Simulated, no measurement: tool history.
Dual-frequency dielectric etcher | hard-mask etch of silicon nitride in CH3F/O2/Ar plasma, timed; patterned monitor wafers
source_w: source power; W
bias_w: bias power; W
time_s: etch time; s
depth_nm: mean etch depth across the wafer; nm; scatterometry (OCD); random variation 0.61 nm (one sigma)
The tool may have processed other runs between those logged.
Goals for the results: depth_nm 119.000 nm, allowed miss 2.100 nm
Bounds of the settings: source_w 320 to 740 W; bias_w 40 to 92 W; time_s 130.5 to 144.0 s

| run | hour | source_w | bias_w | time_s | depth_nm |
|---|---|---|---|---|---|
| 1 | 0.0 | 530 | 66 | 144.0 | 109.780 |
| 2 | 6.7 | 550 | 66 | 144.0 | 112.650 |
| 3 | 8.3 | 550 | 66 | 144.0 | 113.450 |
| 4 | 11.6 | 520 | 66 | 144.0 | 108.530 |
| 5 | 18.3 | 520 | 60 | 144.0 | 105.490 |
| 6 | 26.6 | 520 | 60 | 130.5 | 96.623 |
| 7 | 33.3 | 560 | 60 | 130.5 | 100.600 |
| 8 | 37.8 | 600 | 61 | 130.5 | 103.680 |
| 9 | 46.8 | 630 | 63 | 130.5 | 107.660 |
| 10 | 50.8 | 650 | 64 | 130.5 | 109.300 |

Pick the move, out of 5, that brings all results within their allowed miss; only one does.
| A | 54.8 | 690 | 72 | 138.5 | ? |
| B | 54.8 | 560 | 79 | 139.0 | ? |
| C | 54.8 | 680 | 66 | 143.0 | ? |
| D | 54.8 | 650 | 70 | 144.0 | ? |
| E | 54.8 | 610 | 77 | 139.0 | ? |

| move | depth_nm |
|---|---|
| A | 122.130 |
| B | 113.580 |
| C | 122.560 |
| D | 122.560 |
| E | 117.600 |
A: pushes the last run's worst result past its target
B: closes in on the targets versus the last run, not all within tolerance yet
C: pushes the last run's worst result past its target
D: pushes the last run's worst result past its target
E: every result lands within tolerance
So the answer is move E, the one that meets all the targets.
